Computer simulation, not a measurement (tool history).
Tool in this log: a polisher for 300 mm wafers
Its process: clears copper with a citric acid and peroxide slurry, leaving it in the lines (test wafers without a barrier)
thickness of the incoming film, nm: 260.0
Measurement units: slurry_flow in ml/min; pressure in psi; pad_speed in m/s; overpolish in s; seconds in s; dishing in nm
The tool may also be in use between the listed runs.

run  hour  slurry_flow  pressure  pad_speed  slurry_solids  overpolish  seconds  dishing
  1   0.0          295       2.4       0.92            1.0          26   132.48   35.384
  2   2.6          295       2.3       0.92            1.0          27   135.49   35.245
  3   5.8          295       2.2       0.92            1.0          28   141.27   36.136
  4  12.3          295       2.2       0.72            1.0          28   170.61   31.886
  5  20.9          295       1.8       0.72            1.0          28   200.22   26.478
  6  23.5          330       1.8       0.72            1.0          28   195.74   26.227

Expected results for the next run?
  7  25.8          325       1.8       0.72            1.0          29        ?        ?

seconds: 199.41 s
dishing: 28.026 nm

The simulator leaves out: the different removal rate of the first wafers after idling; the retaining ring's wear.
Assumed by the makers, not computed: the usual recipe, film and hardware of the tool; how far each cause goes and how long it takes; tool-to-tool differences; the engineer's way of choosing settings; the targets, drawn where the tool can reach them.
